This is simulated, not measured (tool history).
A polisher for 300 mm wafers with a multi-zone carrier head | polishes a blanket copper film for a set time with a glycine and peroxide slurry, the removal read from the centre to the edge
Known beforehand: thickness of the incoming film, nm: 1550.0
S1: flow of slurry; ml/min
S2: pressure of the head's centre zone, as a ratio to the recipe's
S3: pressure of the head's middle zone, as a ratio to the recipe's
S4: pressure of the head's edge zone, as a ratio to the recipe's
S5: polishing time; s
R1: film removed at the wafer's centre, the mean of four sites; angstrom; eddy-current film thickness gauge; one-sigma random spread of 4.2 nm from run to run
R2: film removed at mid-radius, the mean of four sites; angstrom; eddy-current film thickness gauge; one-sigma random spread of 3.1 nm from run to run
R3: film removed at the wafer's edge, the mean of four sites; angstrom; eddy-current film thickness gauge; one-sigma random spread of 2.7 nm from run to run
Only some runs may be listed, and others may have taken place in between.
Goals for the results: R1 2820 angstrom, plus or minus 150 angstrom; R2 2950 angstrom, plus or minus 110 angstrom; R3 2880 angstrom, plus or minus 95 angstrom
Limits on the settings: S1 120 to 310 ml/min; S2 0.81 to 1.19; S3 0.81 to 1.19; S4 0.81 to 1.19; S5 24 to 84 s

{"run": 1, "hour": 0.0, "S1": 200, "S2": 1, "S3": 1, "S4": 1, "S5": 54, "R1": 4691.4, "R2": 4642.2, "R3": 4590.2}
{"run": 2, "hour": 5.4, "S1": 180, "S2": 1, "S3": 1, "S4": 1, "S5": 54, "R1": 4583.8, "R2": 4536.6, "R3": 4548.4}
{"run": 3, "hour": 9.6, "S1": 180, "S2": 0.98, "S3": 0.99, "S4": 0.98, "S5": 49, "R1": 4044.5, "R2": 4092, "R3": 4081.1}
{"run": 4, "hour": 18.2, "S1": 180, "S2": 1.06, "S3": 0.99, "S4": 0.98, "S5": 49, "R1": 4360.9, "R2": 4074.6, "R3": 4072.7}
{"run": 5, "hour": 25.8, "S1": 180, "S2": 1.06, "S3": 0.93, "S4": 0.98, "S5": 49, "R1": 4303.7, "R2": 3915.6, "R3": 4057.7}
{"run": 6, "hour": 33.9, "S1": 180, "S2": 1.06, "S3": 0.85, "S4": 0.98, "S5": 49, "R1": 4283.3, "R2": 3607, "R3": 4124.2}
{"run": 7, "hour": 40.3, "S1": 165, "S2": 0.96, "S3": 0.95, "S4": 0.88, "S5": 34, "R1": 2665.9, "R2": 2684.4, "R3": 2699.7}
{"run": 8, "hour": 44.0, "S1": 175, "S2": 0.96, "S3": 0.96, "S4": 0.89, "S5": 34, "R1": 2777.3, "R2": 2730.2, "R3": 2680.1}
{"run": 9, "hour": 44.8, "S1": 175, "S2": 0.95, "S3": 0.97, "S4": 0.91, "S5": 34, "R1": 2751.5, "R2": 2770.2, "R3": 2707.6}
{"run": 10, "hour": 50.1, "S1": 175, "S2": 0.94, "S3": 0.98, "S4": 0.93, "S5": 34, "R1": 2708.1, "R2": 2785.7, "R3": 2790.4}

Which one of the following 4 next-run settings gets every result inside its allowed miss? There is exactly one.
{"run": "A", "hour": 55.4, "S1": 215, "S2": 0.86, "S3": 1.01, "S4": 0.94, "S5": 33, "R1": "?", "R2": "?", "R3": "?"}
{"run": "B", "hour": 55.4, "S1": 205, "S2": 0.92, "S3": 1.04, "S4": 0.84, "S5": 32, "R1": "?", "R2": "?", "R3": "?"}
{"run": "C", "hour": 55.4, "S1": 195, "S2": 0.98, "S3": 0.92, "S4": 0.95, "S5": 34, "R1": "?", "R2": "?", "R3": "?"}
{"run": "D", "hour": 55.4, "S1": 155, "S2": 0.97, "S3": 1.02, "S4": 0.98, "S5": 35, "R1": "?", "R2": "?", "R3": "?"}

move=A R1=2604.7 R2=2902 R3=2774.2
move=B R1=2626.9 R2=2864.4 R3=2563.8
move=C R1=2891.3 R2=2723.1 R3=2842.4
move=D R1=2822.5 R2=2932.8 R3=2870
A: the furthest-off result lands on target, but another misses its tolerance
B: the furthest-off result lands on target, but another misses its tolerance
C: moves away from the targets compared with the last run
D: every result within its allowed miss
Answer: D
